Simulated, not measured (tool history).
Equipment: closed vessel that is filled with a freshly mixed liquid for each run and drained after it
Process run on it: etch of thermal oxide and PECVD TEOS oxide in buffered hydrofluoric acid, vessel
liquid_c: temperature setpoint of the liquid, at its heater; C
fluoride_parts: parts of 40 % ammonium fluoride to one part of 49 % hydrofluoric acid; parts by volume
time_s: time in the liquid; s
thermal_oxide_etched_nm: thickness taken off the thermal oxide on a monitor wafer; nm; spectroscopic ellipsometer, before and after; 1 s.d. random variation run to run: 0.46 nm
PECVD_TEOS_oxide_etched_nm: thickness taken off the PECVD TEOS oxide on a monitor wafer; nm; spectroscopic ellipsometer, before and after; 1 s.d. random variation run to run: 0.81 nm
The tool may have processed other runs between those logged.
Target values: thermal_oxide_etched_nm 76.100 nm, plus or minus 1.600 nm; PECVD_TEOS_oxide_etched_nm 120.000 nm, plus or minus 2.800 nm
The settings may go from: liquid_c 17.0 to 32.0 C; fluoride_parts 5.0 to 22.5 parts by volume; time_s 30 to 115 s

run 1 hour=0.0 | liquid_c=24.0 fluoride_parts=13.5 time_s=60 | thermal_oxide_etched_nm=53.276 PECVD_TEOS_oxide_etched_nm=83.352
run 2 hour=8.4 | liquid_c=26.0 fluoride_parts=13.5 time_s=60 | thermal_oxide_etched_nm=58.042 PECVD_TEOS_oxide_etched_nm=92.538
run 3 hour=15.8 | liquid_c=26.0 fluoride_parts=13.5 time_s=70 | thermal_oxide_etched_nm=69.249 PECVD_TEOS_oxide_etched_nm=108.410
run 4 hour=18.2 | liquid_c=26.5 fluoride_parts=13.5 time_s=70 | thermal_oxide_etched_nm=71.377 PECVD_TEOS_oxide_etched_nm=112.720
run 5 hour=24.1 | liquid_c=27.0 fluoride_parts=13.5 time_s=70 | thermal_oxide_etched_nm=72.375 PECVD_TEOS_oxide_etched_nm=115.830
run 6 hour=26.1 | liquid_c=27.0 fluoride_parts=13.5 time_s=90 | thermal_oxide_etched_nm=93.155 PECVD_TEOS_oxide_etched_nm=148.140
run 7 hour=34.4 | liquid_c=26.0 fluoride_parts=13.5 time_s=90 | thermal_oxide_etched_nm=87.599 PECVD_TEOS_oxide_etched_nm=139.560
run 8 hour=42.4 | liquid_c=26.0 fluoride_parts=13.5 time_s=90 | thermal_oxide_etched_nm=87.333 PECVD_TEOS_oxide_etched_nm=137.780
run 9 hour=51.0 | liquid_c=25.5 fluoride_parts=13.5 time_s=90 | thermal_oxide_etched_nm=86.430 PECVD_TEOS_oxide_etched_nm=134.010
run 10 hour=54.7 | liquid_c=25.5 fluoride_parts=14.0 time_s=90 | thermal_oxide_etched_nm=82.676 PECVD_TEOS_oxide_etched_nm=129.210

Next run, 5 choices. One meets every target within its allowed miss, the rest don't. Which?
run A hour=58.4 | liquid_c=23.0 fluoride_parts=17.0 time_s=115 | thermal_oxide_etched_nm=? PECVD_TEOS_oxide_etched_nm=?
run B hour=58.4 | liquid_c=25.0 fluoride_parts=12.5 time_s=90 | thermal_oxide_etched_nm=? PECVD_TEOS_oxide_etched_nm=?
run C hour=58.4 | liquid_c=20.5 fluoride_parts=14.0 time_s=115 | thermal_oxide_etched_nm=? PECVD_TEOS_oxide_etched_nm=?
run D hour=58.4 | liquid_c=21.5 fluoride_parts=13.5 time_s=105 | thermal_oxide_etched_nm=? PECVD_TEOS_oxide_etched_nm=?
run E hour=58.4 | liquid_c=18.0 fluoride_parts=13.0 time_s=110 | thermal_oxide_etched_nm=? PECVD_TEOS_oxide_etched_nm=?

move=A thermal_oxide_etched_nm=75.570 PECVD_TEOS_oxide_etched_nm=120.300
move=B thermal_oxide_etched_nm=89.218 PECVD_TEOS_oxide_etched_nm=142.020
move=C thermal_oxide_etched_nm=79.636 PECVD_TEOS_oxide_etched_nm=126.770
move=D thermal_oxide_etched_nm=79.668 PECVD_TEOS_oxide_etched_nm=126.820
move=E thermal_oxide_etched_nm=71.160 PECVD_TEOS_oxide_etched_nm=113.280
A: all results land within tolerance of their targets
B: lands further from the targets than the last run did
C: closes in on the targets versus the last run, not all within tolerance yet
D: closes in on the targets versus the last run, not all within tolerance yet
E: pushes the last run's worst result past its target
Correct choice: A, which meets every target
